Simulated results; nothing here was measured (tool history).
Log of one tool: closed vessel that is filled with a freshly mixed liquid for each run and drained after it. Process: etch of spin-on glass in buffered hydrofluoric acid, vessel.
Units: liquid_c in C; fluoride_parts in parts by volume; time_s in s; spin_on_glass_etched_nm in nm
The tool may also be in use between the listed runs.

{"run": 1, "hour": 0.0, "liquid_c": 22, "fluoride_parts": 20, "time_s": 30, "spin_on_glass_etched_nm": 58.517}
{"run": 2, "hour": 1.8, "liquid_c": 22, "fluoride_parts": 16.5, "time_s": 30, "spin_on_glass_etched_nm": 70.859}
{"run": 3, "hour": 5.9, "liquid_c": 22, "fluoride_parts": 16.5, "time_s": 30, "spin_on_glass_etched_nm": 70.781}
{"run": 4, "hour": 13.1, "liquid_c": 20.5, "fluoride_parts": 16.5, "time_s": 30, "spin_on_glass_etched_nm": 65.013}
{"run": 5, "hour": 21.9, "liquid_c": 19, "fluoride_parts": 16.5, "time_s": 30, "spin_on_glass_etched_nm": 59.268}
{"run": 6, "hour": 22.9, "liquid_c": 19, "fluoride_parts": 21.5, "time_s": 30, "spin_on_glass_etched_nm": 46.859}
{"run": 7, "hour": 28.3, "liquid_c": 20.5, "fluoride_parts": 21.5, "time_s": 30, "spin_on_glass_etched_nm": 51.121}
{"run": 8, "hour": 31.0, "liquid_c": 21.5, "fluoride_parts": 21.5, "time_s": 30, "spin_on_glass_etched_nm": 53.417}

The next listed run, before its measurement:
{"run": 9, "hour": 36.4, "liquid_c": 21.5, "fluoride_parts": 21.5, "time_s": 30, "spin_on_glass_etched_nm": "?"}

spin_on_glass_etched_nm: 53.592 nm
